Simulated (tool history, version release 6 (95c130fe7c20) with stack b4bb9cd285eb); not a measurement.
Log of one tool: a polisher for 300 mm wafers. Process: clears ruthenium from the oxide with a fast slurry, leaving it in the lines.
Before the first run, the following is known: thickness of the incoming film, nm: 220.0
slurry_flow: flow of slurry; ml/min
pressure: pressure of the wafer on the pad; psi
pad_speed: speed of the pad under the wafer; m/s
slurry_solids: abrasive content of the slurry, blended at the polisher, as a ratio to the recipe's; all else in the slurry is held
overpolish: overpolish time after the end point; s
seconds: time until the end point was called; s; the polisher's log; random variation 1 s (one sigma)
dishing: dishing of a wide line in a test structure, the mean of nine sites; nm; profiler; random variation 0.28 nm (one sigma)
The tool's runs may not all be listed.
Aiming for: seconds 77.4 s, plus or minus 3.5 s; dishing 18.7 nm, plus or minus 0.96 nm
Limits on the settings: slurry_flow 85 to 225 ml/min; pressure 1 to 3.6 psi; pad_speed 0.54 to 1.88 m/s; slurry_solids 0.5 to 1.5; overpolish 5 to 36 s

run    day  slurry_flow  pressure  pad_speed  slurry_solids  overpolish  seconds  dishing
  1      0          145       2.3        1.2              1          18   57.968   56.453
  2  0.096          155       2.3        1.2              1          18   58.705   57.535
  3  0.342          130       2.1       1.18              1          14   66.649   40.125
  4  0.367          115       1.9       1.22              1          11   71.881   30.765
  5  0.729          130       1.9       1.22              1          11   68.838   31.459
  6  1.038          130       1.9       1.22            0.9          11   73.258    29.76
  7    1.2          135       1.8       1.28            0.8           9    75.24   24.308
  8  1.412          155       1.7       1.32           0.65           5   78.828   13.327
  9  1.558          115       1.9       1.32            0.7           5   72.675   14.502
 10  1.704          120       1.8       1.32           0.75           5   74.008   14.217
 11  1.746          110       1.7       1.32           0.75          13   78.885   32.981
 12  2.025          110       1.9       1.26           0.65          12   77.191    30.06
 13  2.096          120       1.9       1.28            0.6          11   77.733   28.082
 14  2.125          120       1.8       1.32            0.6          10    78.93   25.958
 15  2.175          110       1.4        1.6            0.5           5   89.227   12.171
 16  2.517          110       1.5       1.54            0.5           6   86.232   14.407
 17  2.596          110       1.6       1.52            0.5           7   83.264   17.621

Below are 5 possible settings for the next run. Only one of them brings all results inside the allowed miss of their targets. Which is it?
  A  2.675           95       1.8        1.3            0.5           7        ?        ?
  B  2.675           85       1.5       1.56            0.5           8        ?        ?
  C  2.675          125       1.4        1.7            0.6           7        ?        ?
  D  2.675          130       1.4       1.72           0.55           6        ?        ?
  E  2.675          100       1.5        1.4            0.6           8        ?        ?

move  seconds  dishing
   A    86.13   16.645
   B   87.537    18.59
   C   77.228   18.447
   D   77.533    15.89
   E   90.562   18.006
A: moves away from the targets compared with the last run
B: moves away from the targets compared with the last run
C: hits every target within its allowed miss
D: brings the result that was furthest off to its target, and leaves another outside
E: moves away from the targets compared with the last run
C is the move that brings every result within its allowed miss.
